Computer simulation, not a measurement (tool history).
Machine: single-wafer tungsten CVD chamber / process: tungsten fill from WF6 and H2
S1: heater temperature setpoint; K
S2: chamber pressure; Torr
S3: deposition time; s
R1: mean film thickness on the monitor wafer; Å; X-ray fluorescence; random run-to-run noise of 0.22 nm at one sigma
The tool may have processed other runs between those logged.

run  hour      S1    S2    S3      R1
  1     0  668.15  28.7  28.7  741.49
  2   5.6  668.15  28.7  28.7  739.98
  3   7.6  668.15  33.4  28.7  801.95
  4   8.1  668.15  33.4  28.7   803.1
  5  11.5  661.15  33.1  28.7  704.68
  6  19.5  661.15  33.1  28.7   704.4
  7  24.7  656.15  32.9  28.7  640.58
  8  32.8  653.15  32.8  28.7  598.68
  9  41.2  651.15  32.7  28.7  574.16

Run 10 has not been measured yet. What should we expect?
 10  45.7  650.15  32.7  28.7   ?

Run 10 produced R1 560.85 Å.

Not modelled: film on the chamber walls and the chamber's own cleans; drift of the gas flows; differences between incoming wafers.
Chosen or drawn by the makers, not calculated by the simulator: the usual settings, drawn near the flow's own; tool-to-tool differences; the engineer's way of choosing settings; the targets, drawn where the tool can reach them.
